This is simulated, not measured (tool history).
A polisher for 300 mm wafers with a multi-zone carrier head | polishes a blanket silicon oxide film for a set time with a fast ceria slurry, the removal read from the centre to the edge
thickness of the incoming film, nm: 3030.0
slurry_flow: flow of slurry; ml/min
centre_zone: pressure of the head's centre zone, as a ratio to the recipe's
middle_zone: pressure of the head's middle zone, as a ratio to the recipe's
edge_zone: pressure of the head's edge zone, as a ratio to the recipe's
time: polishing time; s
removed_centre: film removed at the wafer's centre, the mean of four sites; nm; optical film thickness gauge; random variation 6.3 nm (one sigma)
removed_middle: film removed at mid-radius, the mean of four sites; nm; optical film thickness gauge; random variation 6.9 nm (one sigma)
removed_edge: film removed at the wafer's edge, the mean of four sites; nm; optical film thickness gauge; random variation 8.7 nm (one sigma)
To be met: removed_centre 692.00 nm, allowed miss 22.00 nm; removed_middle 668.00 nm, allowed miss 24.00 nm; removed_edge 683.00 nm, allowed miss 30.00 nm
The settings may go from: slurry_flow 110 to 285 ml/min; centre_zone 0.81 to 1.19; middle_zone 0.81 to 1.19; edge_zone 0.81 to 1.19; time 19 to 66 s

Run 1, hour 0.0: slurry_flow 180 ml/min, centre_zone 1.00, middle_zone 1.00, edge_zone 1.00, time 42 s. Result: removed_centre 960.69 nm, removed_middle 994.63 nm, removed_edge 951.13 nm.
Run 2, hour 5.2: slurry_flow 150 ml/min, centre_zone 1.00, middle_zone 1.00, edge_zone 1.00, time 42 s. Result: removed_centre 932.83 nm, removed_middle 946.09 nm, removed_edge 934.51 nm.
Run 3, hour 8.6: slurry_flow 150 ml/min, centre_zone 0.99, middle_zone 0.98, edge_zone 0.98, time 40 s. Result: removed_centre 873.92 nm, removed_middle 901.78 nm, removed_edge 874.45 nm.
Run 4, hour 10.9: slurry_flow 150 ml/min, centre_zone 1.04, middle_zone 0.98, edge_zone 0.98, time 40 s. Result: removed_centre 932.99 nm, removed_middle 902.49 nm, removed_edge 882.71 nm.
Run 5, hour 12.4: slurry_flow 145 ml/min, centre_zone 1.03, middle_zone 0.95, edge_zone 0.96, time 38 s. Result: removed_centre 873.90 nm, removed_middle 827.83 nm, removed_edge 830.97 nm.
Run 6, hour 17.8: slurry_flow 180 ml/min, centre_zone 1.03, middle_zone 0.95, edge_zone 0.96, time 38 s. Result: removed_centre 896.82 nm, removed_middle 866.39 nm, removed_edge 847.55 nm.
Run 7, hour 24.3: slurry_flow 175 ml/min, centre_zone 1.01, middle_zone 0.93, edge_zone 0.94, time 37 s. Result: removed_centre 853.07 nm, removed_middle 797.80 nm, removed_edge 823.78 nm.
Run 8, hour 29.9: slurry_flow 170 ml/min, centre_zone 1.00, middle_zone 0.93, edge_zone 0.92, time 36 s. Result: removed_centre 808.89 nm, removed_middle 789.51 nm, removed_edge 800.01 nm.
Run 9, hour 31.4: slurry_flow 165 ml/min, centre_zone 1.00, middle_zone 0.93, edge_zone 0.91, time 35 s. Result: removed_centre 789.88 nm, removed_middle 758.40 nm, removed_edge 755.32 nm.
Run 10, hour 38.4: slurry_flow 160 ml/min, centre_zone 0.99, middle_zone 0.92, edge_zone 0.89, time 35 s. Result: removed_centre 765.01 nm, removed_middle 761.49 nm, removed_edge 738.50 nm.
Run 11, hour 45.7: slurry_flow 130 ml/min, centre_zone 0.98, middle_zone 0.82, edge_zone 0.87, time 33 s. Result: removed_centre 705.25 nm, removed_middle 611.30 nm, removed_edge 699.88 nm.
Run 12, hour 51.6: slurry_flow 135 ml/min, centre_zone 0.98, middle_zone 0.83, edge_zone 0.86, time 33 s. Result: removed_centre 695.51 nm, removed_middle 634.80 nm, removed_edge 690.79 nm.
Run 13, hour 55.0: slurry_flow 135 ml/min, centre_zone 0.98, middle_zone 0.84, edge_zone 0.86, time 33 s. Result: removed_centre 712.18 nm, removed_middle 642.16 nm, removed_edge 675.80 nm.

4 next moves are on the table. One of them brings every result within its allowed miss. Which?
Run A, hour 58.4: slurry_flow 110 ml/min, centre_zone 1.05, middle_zone 0.86, edge_zone 0.81, time 35 s. Result: removed_centre ?, removed_middle ?, removed_edge ?.
Run B, hour 58.4: slurry_flow 145 ml/min, centre_zone 1.02, middle_zone 0.84, edge_zone 0.81, time 33 s. Result: removed_centre ?, removed_middle ?, removed_edge ?.
Run C, hour 58.4: slurry_flow 160 ml/min, centre_zone 0.98, middle_zone 0.90, edge_zone 0.92, time 32 s. Result: removed_centre ?, removed_middle ?, removed_edge ?.
Run D, hour 58.4: slurry_flow 135 ml/min, centre_zone 1.03, middle_zone 0.84, edge_zone 0.81, time 34 s. Result: removed_centre ?, removed_middle ?, removed_edge ?.

move  removed_centre  removed_middle  removed_edge
   A          755.56          677.29        679.52
   B          729.64          656.68        662.67
   C          691.43          684.32        679.36
   D          749.42          668.81        677.14
A: brings the result that was furthest off to its target, and leaves another outside
B: brings the result that was furthest off to its target, and leaves another outside
C: meets every target
D: brings the result that was furthest off to its target, and leaves another outside
Move C is the one to make.
